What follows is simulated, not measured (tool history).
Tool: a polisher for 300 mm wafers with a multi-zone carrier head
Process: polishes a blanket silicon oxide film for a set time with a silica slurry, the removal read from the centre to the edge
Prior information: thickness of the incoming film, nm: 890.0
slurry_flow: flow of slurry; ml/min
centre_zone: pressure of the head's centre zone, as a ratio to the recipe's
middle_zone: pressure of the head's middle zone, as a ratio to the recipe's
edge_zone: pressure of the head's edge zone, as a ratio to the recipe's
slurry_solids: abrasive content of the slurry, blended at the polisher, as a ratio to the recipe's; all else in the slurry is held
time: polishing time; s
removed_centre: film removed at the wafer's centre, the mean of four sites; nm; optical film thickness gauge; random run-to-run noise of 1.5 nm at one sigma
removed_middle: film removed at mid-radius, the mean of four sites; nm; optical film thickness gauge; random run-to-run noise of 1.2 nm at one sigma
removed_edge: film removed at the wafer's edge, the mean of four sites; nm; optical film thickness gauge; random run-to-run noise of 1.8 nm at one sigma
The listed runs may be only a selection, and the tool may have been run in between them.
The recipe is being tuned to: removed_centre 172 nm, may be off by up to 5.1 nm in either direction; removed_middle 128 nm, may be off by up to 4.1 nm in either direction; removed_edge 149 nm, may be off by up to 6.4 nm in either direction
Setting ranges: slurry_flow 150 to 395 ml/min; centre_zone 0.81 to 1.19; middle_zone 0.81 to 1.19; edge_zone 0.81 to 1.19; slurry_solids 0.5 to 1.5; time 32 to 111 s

Run 1, day 0: slurry_flow 250 ml/min, centre_zone 1, middle_zone 1, edge_zone 1, slurry_solids 1, time 71 s. Result: removed_centre 181.37 nm, removed_middle 175.96 nm, removed_edge 176.9 nm.
Run 2, day 0.188: slurry_flow 250 ml/min, centre_zone 1, middle_zone 1, edge_zone 1.05, slurry_solids 1, time 71 s. Result: removed_centre 181.02 nm, removed_middle 174.46 nm, removed_edge 181.27 nm.
Run 3, day 0.471: slurry_flow 240 ml/min, centre_zone 1.03, middle_zone 0.94, edge_zone 1.02, slurry_solids 0.9, time 71 s. Result: removed_centre 177.54 nm, removed_middle 158.78 nm, removed_edge 173.39 nm.
Run 4, day 0.588: slurry_flow 240 ml/min, centre_zone 1.03, middle_zone 0.94, edge_zone 1.02, slurry_solids 0.9, time 87 s. Result: removed_centre 215.03 nm, removed_middle 190.2 nm, removed_edge 206.47 nm.
Run 5, day 0.921: slurry_flow 240 ml/min, centre_zone 1.03, middle_zone 0.94, edge_zone 0.94, slurry_solids 0.9, time 87 s. Result: removed_centre 214.86 nm, removed_middle 193.04 nm, removed_edge 203.31 nm.
Run 6, day 1.225: slurry_flow 240 ml/min, centre_zone 0.95, middle_zone 0.94, edge_zone 0.94, slurry_solids 0.9, time 87 s. Result: removed_centre 199.49 nm, removed_middle 191.59 nm, removed_edge 197.81 nm.
Run 7, day 1.271: slurry_flow 235 ml/min, centre_zone 1.01, middle_zone 0.9, edge_zone 0.91, slurry_solids 0.75, time 84 s. Result: removed_centre 183.91 nm, removed_middle 163.28 nm, removed_edge 168.83 nm.
Run 8, day 1.375: slurry_flow 220 ml/min, centre_zone 1.04, middle_zone 0.87, edge_zone 0.94, slurry_solids 0.7, time 84 s. Result: removed_centre 183.88 nm, removed_middle 152.24 nm, removed_edge 171.32 nm.
Run 9, day 1.554: slurry_flow 210 ml/min, centre_zone 1.06, middle_zone 0.85, edge_zone 0.92, slurry_solids 0.65, time 84 s. Result: removed_centre 178.19 nm, removed_middle 138.85 nm, removed_edge 156.61 nm.
Run 10, day 1.7: slurry_flow 195 ml/min, centre_zone 1.06, middle_zone 0.84, edge_zone 0.92, slurry_solids 0.65, time 84 s. Result: removed_centre 177.09 nm, removed_middle 138.71 nm, removed_edge 154.94 nm.
Run 11, day 1.975: slurry_flow 185 ml/min, centre_zone 1.07, middle_zone 0.83, edge_zone 0.93, slurry_solids 0.65, time 84 s. Result: removed_centre 176.39 nm, removed_middle 137.32 nm, removed_edge 159.81 nm.
Run 12, day 2.292: slurry_flow 180 ml/min, centre_zone 1.08, middle_zone 0.82, edge_zone 0.92, slurry_solids 0.65, time 84 s. Result: removed_centre 177.43 nm, removed_middle 135.04 nm, removed_edge 159.44 nm.
Run 13, day 2.512: slurry_flow 175 ml/min, centre_zone 1.08, middle_zone 0.82, edge_zone 0.91, slurry_solids 0.65, time 84 s. Result: removed_centre 178.66 nm, removed_middle 135.44 nm, removed_edge 156.33 nm.

Consider the 5 candidate settings below. Which is the only one whose results all fall within their allowed miss of target?
Run A, day 2.733: slurry_flow 155 ml/min, centre_zone 1.14, middle_zone 0.83, edge_zone 0.92, slurry_solids 0.6, time 77 s. Result: removed_centre ?, removed_middle ?, removed_edge ?.
Run B, day 2.733: slurry_flow 215 ml/min, centre_zone 1.14, middle_zone 0.81, edge_zone 0.99, slurry_solids 0.5, time 95 s. Result: removed_centre ?, removed_middle ?, removed_edge ?.
Run C, day 2.733: slurry_flow 155 ml/min, centre_zone 1.09, middle_zone 0.81, edge_zone 0.89, slurry_solids 0.6, time 79 s. Result: removed_centre ?, removed_middle ?, removed_edge ?.
Run D, day 2.733: slurry_flow 155 ml/min, centre_zone 1.13, middle_zone 0.87, edge_zone 0.94, slurry_solids 0.7, time 82 s. Result: removed_centre ?, removed_middle ?, removed_edge ?.
Run E, day 2.733: slurry_flow 230 ml/min, centre_zone 1.1, middle_zone 0.81, edge_zone 0.92, slurry_solids 0.65, time 78 s. Result: removed_centre ?, removed_middle ?, removed_edge ?.

move  removed_centre  removed_middle  removed_edge
   A          159.98          117.61        135.68
   B          182.17           130.8        158.03
   C          156.86          118.33        137.14
   D          185.05          142.63         159.8
   E          171.43          127.54        148.57
A: moves the result that the last run missed by most past its target, out the other side
B: brings the result that was furthest off to its target, and leaves another outside
C: moves the result that the last run missed by most past its target, out the other side
D: its largest miss is bigger than the last run's
E: each result inside its tolerance
The right move is E.
